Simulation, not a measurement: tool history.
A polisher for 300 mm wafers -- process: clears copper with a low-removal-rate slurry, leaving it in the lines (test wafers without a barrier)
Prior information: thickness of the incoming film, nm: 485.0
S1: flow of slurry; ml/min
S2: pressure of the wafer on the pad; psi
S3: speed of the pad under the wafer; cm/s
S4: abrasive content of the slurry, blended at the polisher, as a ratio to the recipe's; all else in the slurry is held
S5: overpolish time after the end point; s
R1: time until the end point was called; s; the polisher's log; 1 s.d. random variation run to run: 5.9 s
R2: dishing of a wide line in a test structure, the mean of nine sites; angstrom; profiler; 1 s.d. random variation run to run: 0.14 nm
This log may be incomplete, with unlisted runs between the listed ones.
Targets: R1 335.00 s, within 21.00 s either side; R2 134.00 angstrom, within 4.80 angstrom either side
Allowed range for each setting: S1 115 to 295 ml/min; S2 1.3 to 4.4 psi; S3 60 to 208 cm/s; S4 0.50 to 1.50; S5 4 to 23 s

run    day   S1   S2   S3    S4  S5      R1      R2
  1  0.000  190  2.8  134  1.00  12  115.58  356.40
  2  0.050  190  2.8  104  1.00  12  151.19  288.65
  3  0.421  190  2.8  120  1.00  12  129.86  319.97
  4  0.471  190  2.8  120  1.00  17  130.32  440.59
  5  0.638  190  3.1  120  1.00  17  114.35  480.04
  6  0.871  185  2.8  104  0.95  15  148.05  339.39
  7  1.229  185  2.5   92  0.90  14  191.43  260.73
  8  1.421  185  2.3   86  0.85  13  230.38  208.98
  9  1.642  185  2.1   86  0.85  12  244.73  179.38
 10  1.938  185  1.9   86  0.85  12  274.63  162.02
 11  2.129  185  1.8   86  0.85  12  289.78  153.38
 12  2.362  185  1.7   86  0.85  12  300.15  146.24
 13  2.612  170  1.4   86  0.85  12  366.21  120.08
 14  2.946  180  1.4   86  0.85  12  370.14  121.66
 15  3.025  190  1.4   86  0.85  12  360.37  125.34
 16  3.221  200  1.4   86  0.85  12  364.80  123.71

Which one of the following 4 next-run settings gets every result inside its allowed miss? There is exactly one.
  A  3.417  295  1.3  78  0.95  14   ?   ?
  B  3.417  180  1.3  88  0.80  14   ?   ?
  C  3.417  205  1.4  92  0.90  12   ?   ?
  D  3.417  180  1.5  88  0.95  11   ?   ?

move      R1      R2
   A  391.44  132.05
   B  384.07  134.44
   C  328.60  134.92
   D  323.33  126.37
A: brings the last run's worst result on target, with another outside its allowed miss
B: brings the last run's worst result on target, with another outside its allowed miss
C: all results in spec
D: closer than the last run, but not yet in spec
Move C is the one to make.

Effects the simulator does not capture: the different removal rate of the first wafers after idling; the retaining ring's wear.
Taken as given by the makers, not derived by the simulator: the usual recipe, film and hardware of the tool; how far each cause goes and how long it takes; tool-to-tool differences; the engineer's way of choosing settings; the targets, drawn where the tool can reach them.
